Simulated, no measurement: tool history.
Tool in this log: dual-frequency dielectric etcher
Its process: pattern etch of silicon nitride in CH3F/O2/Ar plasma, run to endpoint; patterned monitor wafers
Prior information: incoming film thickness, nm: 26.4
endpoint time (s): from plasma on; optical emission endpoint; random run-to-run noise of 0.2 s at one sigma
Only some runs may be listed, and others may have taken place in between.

run 1 hour=0.0 | source_power_(kW)=0.450 bias_power_(kW)=0.083 | endpoint_time_(s)=35.501
run 2 hour=4.6 | source_power_(kW)=0.500 bias_power_(kW)=0.083 | endpoint_time_(s)=34.088
run 3 hour=11.0 | source_power_(kW)=0.550 bias_power_(kW)=0.083 | endpoint_time_(s)=33.222
run 4 hour=13.5 | source_power_(kW)=0.520 bias_power_(kW)=0.083 | endpoint_time_(s)=33.843
run 5 hour=17.2 | source_power_(kW)=0.520 bias_power_(kW)=0.074 | endpoint_time_(s)=35.686
run 6 hour=19.4 | source_power_(kW)=0.460 bias_power_(kW)=0.074 | endpoint_time_(s)=36.567
run 7 hour=27.5 | source_power_(kW)=0.420 bias_power_(kW)=0.067 | endpoint_time_(s)=39.412
run 8 hour=28.5 | source_power_(kW)=0.400 bias_power_(kW)=0.065 | endpoint_time_(s)=40.545

Run 9 is up next; what results do you expect?
run 9 hour=34.5 | source_power_(kW)=0.380 bias_power_(kW)=0.064 | endpoint_time_(s)=?

{"run 9": {"endpoint time (s)": 41.017}}
